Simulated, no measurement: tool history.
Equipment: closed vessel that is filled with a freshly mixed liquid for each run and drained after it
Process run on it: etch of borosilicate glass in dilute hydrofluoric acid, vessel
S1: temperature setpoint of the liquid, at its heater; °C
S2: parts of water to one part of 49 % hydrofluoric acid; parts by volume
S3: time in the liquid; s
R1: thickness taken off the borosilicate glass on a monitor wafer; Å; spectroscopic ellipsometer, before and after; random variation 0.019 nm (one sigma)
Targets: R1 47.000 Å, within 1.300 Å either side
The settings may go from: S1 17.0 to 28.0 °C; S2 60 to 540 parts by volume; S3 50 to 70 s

run  hour    S1   S2  S3      R1
  1   0.0  20.0  300  70  31.758
  2   6.0  20.0  300  50  22.679
  3   6.9  22.0  270  50  27.891
  4  14.1  25.5  270  50  31.623
  5  19.7  26.0  245  50  36.545
  6  26.3  26.0  245  50  36.493
  7  32.5  26.0  245  50  36.548
  8  38.6  26.5  230  50  40.118
  9  47.5  27.0  225  50  41.876
 10  49.0  27.0  220  50  43.161
 11  55.3  28.0  205  50  48.529

4 candidate next runs follow, results not yet known. Just one meets every target within its allowed miss. Identify it.
  A  61.6  23.5  245  70   ?
  B  61.6  26.0  225  55   ?
  C  61.6  28.0  225  50   ?
  D  61.6  28.0  200  50   ?

move      R1
   A  46.598
   B  44.531
   C  43.430
   D  50.294
A: every result within its allowed miss
B: takes the biggest miss from the last run beyond its target
C: takes the biggest miss from the last run beyond its target
D: moves away from the targets compared with the last run
A is the move that brings every result within its allowed miss.
